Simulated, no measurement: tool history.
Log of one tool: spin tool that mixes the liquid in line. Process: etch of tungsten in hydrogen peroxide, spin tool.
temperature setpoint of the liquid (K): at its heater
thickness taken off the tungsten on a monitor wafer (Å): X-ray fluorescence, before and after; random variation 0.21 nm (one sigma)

run,hour,temperature setpoint of the liquid (K),concentration of hydrogen peroxide in the mixed liquid (% by weight),time under the liquid (s),thickness taken off the tungsten on a monitor wafer (Å)
1,0,319.15,20.5,45,640.74
2,4,324.65,20.5,45,889.96
3,11.5,324.65,20.5,45,888.04
4,19.1,324.65,19,45,862.85
5,19.6,324.65,19,45,851.61
6,27.3,324.65,23,45,937.51
7,31.2,322.15,23,45,807.25
8,36.1,314.15,23,45,490.54

Forecast run 9:
9,42.8,313.65,23,45,?

Run 9 gave thickness taken off the tungsten on a monitor wafer (Å) 474.74.
